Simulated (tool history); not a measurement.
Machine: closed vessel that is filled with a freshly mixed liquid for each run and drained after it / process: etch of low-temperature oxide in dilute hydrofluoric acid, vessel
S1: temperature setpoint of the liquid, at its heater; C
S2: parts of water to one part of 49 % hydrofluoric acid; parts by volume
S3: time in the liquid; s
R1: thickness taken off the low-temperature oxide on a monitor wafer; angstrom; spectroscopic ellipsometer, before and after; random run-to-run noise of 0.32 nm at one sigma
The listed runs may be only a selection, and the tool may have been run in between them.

| run | day | S1 | S2 | S3 | R1 |
|---|---|---|---|---|---|
| 1 | 0.000 | 21.0 | 70 | 90 | 179.48 |
| 2 | 0.046 | 21.0 | 70 | 90 | 176.63 |
| 3 | 0.075 | 23.5 | 55 | 90 | 255.49 |
| 4 | 0.146 | 23.5 | 55 | 90 | 259.00 |
| 5 | 0.483 | 25.0 | 55 | 90 | 271.04 |
| 6 | 0.746 | 26.5 | 45 | 90 | 362.58 |
|  | 1.012 | thermometer replaced |
| 7 | 1.012 | 27.5 | 40 | 90 | 405.74 |

Run 8, settings as shown, results not yet in. Your forecast:
| 8 | 1.242 | 28.0 | 35 | 90 | ? |

R1: 477.85 angstrom
